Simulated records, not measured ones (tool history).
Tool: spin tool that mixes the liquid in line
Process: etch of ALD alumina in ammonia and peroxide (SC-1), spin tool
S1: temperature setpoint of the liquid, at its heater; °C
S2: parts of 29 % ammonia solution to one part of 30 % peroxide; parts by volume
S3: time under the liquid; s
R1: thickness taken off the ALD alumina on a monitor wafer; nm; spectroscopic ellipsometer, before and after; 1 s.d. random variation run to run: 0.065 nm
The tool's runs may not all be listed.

| run | hour | S1 | S2 | S3 | R1 |
|---|---|---|---|---|---|
| 1 | 0 | 63 | 0.7 | 65 | 8.3312 |
| 2 | 4.2 | 62 | 0.7 | 65 | 7.9272 |
| 3 | 9 | 62 | 0.7 | 70 | 8.5415 |
| 4 | 13.1 | 62 | 0.7 | 70 | 8.4259 |
| 5 | 21.9 | 61.5 | 0.7 | 70 | 8.2878 |
| 6 | 29.8 | 61 | 0.7 | 70 | 8.0623 |

Run 7 comes next. What will it give?
| 7 | 33.6 | 60.5 | 0.7 | 70 | ? |

Run 7 produced R1 7.8159 nm.
